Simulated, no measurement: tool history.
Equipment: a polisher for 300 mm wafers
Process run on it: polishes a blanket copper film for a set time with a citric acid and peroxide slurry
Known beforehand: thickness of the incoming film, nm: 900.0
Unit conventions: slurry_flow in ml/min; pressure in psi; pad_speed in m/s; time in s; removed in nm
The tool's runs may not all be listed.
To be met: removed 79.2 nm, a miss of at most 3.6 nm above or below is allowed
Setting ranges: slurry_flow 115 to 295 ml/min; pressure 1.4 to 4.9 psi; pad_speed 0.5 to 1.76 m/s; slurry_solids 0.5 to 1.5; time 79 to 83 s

{"run": 1, "hour": 0.0, "slurry_flow": 190, "pressure": 3.1, "pad_speed": 1.12, "slurry_solids": 1, "time": 79, "removed": 212.92}
{"run": 2, "hour": 6.2, "slurry_flow": 190, "pressure": 3.1, "pad_speed": 0.96, "slurry_solids": 1, "time": 79, "removed": 184.83}
{"run": 3, "hour": 11.2, "slurry_flow": 235, "pressure": 3.1, "pad_speed": 0.96, "slurry_solids": 1, "time": 79, "removed": 186.75}
{"run": 4, "hour": 19.1, "slurry_flow": 235, "pressure": 2.7, "pad_speed": 0.86, "slurry_solids": 1, "time": 79, "removed": 148.38}
{"run": 5, "hour": 25.8, "slurry_flow": 235, "pressure": 2.4, "pad_speed": 0.8, "slurry_solids": 1, "time": 79, "removed": 127.48}
{"run": 6, "hour": 34.0, "slurry_flow": 235, "pressure": 2.2, "pad_speed": 0.76, "slurry_solids": 1, "time": 79, "removed": 113.17}
{"run": 7, "hour": 38.0, "slurry_flow": 235, "pressure": 2, "pad_speed": 0.74, "slurry_solids": 1, "time": 79, "removed": 101.97}
{"run": 8, "hour": 41.8, "slurry_flow": 235, "pressure": 1.9, "pad_speed": 0.74, "slurry_solids": 1, "time": 79, "removed": 95.899}
{"run": 9, "hour": 45.4, "slurry_flow": 235, "pressure": 1.8, "pad_speed": 0.74, "slurry_solids": 1, "time": 79, "removed": 93.257}
{"run": 10, "hour": 53.8, "slurry_flow": 235, "pressure": 1.7, "pad_speed": 0.74, "slurry_solids": 1, "time": 79, "removed": 88.208}
{"run": 11, "hour": 58.2, "slurry_flow": 235, "pressure": 1.6, "pad_speed": 0.74, "slurry_solids": 1, "time": 79, "removed": 86.954}

Which of these 4 next moves meets every target?
{"run": "A", "hour": 62.6, "slurry_flow": 200, "pressure": 2, "pad_speed": 0.64, "slurry_solids": 1.25, "time": 83, "removed": "?"}
{"run": "B", "hour": 62.6, "slurry_flow": 230, "pressure": 1.5, "pad_speed": 0.72, "slurry_solids": 1, "time": 79, "removed": "?"}
{"run": "C", "hour": 62.6, "slurry_flow": 235, "pressure": 1.6, "pad_speed": 0.72, "slurry_solids": 1.15, "time": 80, "removed": "?"}
{"run": "D", "hour": 62.6, "slurry_flow": 230, "pressure": 1.8, "pad_speed": 0.7, "slurry_solids": 1, "time": 83, "removed": "?"}

move=A removed=98.993
move=B removed=82.219
move=C removed=90.287
move=D removed=95.997
A: the biggest miss grows against the last run
B: hits every target within its allowed miss
C: the biggest miss grows against the last run
D: the biggest miss grows against the last run
So the answer is move B, the one that meets all the targets.
